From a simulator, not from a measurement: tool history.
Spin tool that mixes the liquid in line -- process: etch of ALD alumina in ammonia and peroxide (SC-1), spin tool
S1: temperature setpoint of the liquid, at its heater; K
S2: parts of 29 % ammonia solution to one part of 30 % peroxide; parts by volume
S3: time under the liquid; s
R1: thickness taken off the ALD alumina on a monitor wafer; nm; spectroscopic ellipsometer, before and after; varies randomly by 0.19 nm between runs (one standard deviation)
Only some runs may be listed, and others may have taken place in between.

run,hour,S1,S2,S3,R1
1,0,319.15,0.95,195,10.584
2,2.6,320.65,0.95,195,11.573
3,11.5,322.15,0.95,195,12.68
4,18.7,317.15,0.95,195,9.5145
5,26.6,319.15,0.95,195,10.668
6,27.5,319.15,0.95,195,10.725
7,28.4,327.15,1,195,16.904
8,35.5,327.65,1,195,17.254
9,41.5,328.15,1,195,17.681

What does the tool deliver on the next run?
10,45.5,328.65,1,195,?

Run 10 came out at R1 17.995 nm.
